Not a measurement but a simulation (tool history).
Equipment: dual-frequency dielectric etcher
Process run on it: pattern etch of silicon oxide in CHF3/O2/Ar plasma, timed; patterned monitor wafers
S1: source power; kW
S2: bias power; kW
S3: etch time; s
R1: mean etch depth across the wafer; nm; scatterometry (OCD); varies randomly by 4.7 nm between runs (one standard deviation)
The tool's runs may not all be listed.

{"run": 1, "day": 0.0, "S1": 0.89, "S2": 0.185, "S3": 398, "R1": 951.01}
{"run": 2, "day": 0.104, "S1": 0.89, "S2": 0.185, "S3": 368, "R1": 880.22}
{"run": 3, "day": 0.446, "S1": 0.77, "S2": 0.185, "S3": 368, "R1": 838.41}
{"run": 4, "day": 0.588, "S1": 0.72, "S2": 0.182, "S3": 368, "R1": 814.13}
{"run": 5, "day": 0.729, "S1": 0.72, "S2": 0.182, "S3": 398, "R1": 879.29}
{"run": 6, "day": 1.004, "S1": 0.68, "S2": 0.17, "S3": 394.5, "R1": 832.55}

Run 7, settings as shown, results not yet in. Your forecast:
{"run": 7, "day": 1.133, "S1": 0.54, "S2": 0.153, "S3": 390.5, "R1": "?"}

Run 7 gave R1 734.09 nm.
